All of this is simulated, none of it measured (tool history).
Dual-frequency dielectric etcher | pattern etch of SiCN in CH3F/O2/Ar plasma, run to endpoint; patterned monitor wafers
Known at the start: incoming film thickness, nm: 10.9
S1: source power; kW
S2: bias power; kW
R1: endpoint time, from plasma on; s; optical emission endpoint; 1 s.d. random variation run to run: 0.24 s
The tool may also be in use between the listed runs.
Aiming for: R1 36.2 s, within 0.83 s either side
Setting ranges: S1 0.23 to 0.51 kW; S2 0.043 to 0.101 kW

run  hour    S1     S2      R1
  1     0  0.37  0.072  30.982
  2   7.7  0.35   0.07  32.374
  3   8.6  0.31   0.07  34.032
  4  10.8  0.31  0.081  32.287
  5  17.2   0.3   0.08  32.499
  6  19.1  0.34   0.08  30.773
     24.2  -- wet clean of the chamber
  7  24.2  0.32  0.079  32.982
  8  32.9  0.31  0.078  33.996
  9  37.3   0.3  0.078  34.438
 10  41.6  0.29  0.078  34.755
 11  45.5  0.28  0.078  35.385

Exactly one of the 5 candidate moves below puts every result within its allowed miss. Which one?
  A  49.4  0.28   0.08   ?
  B  49.4  0.29   0.08   ?
  C  49.4   0.3  0.068   ?
  D  49.4   0.3  0.078   ?
  E  49.4  0.31  0.074   ?

move      R1
   A  34.859
   B  34.421
   C  36.141
   D  34.332
   E  34.606
A: its largest miss is bigger than the last run's
B: its largest miss is bigger than the last run's
C: every result within its allowed miss
D: its largest miss is bigger than the last run's
E: its largest miss is bigger than the last run's
The right move is C.
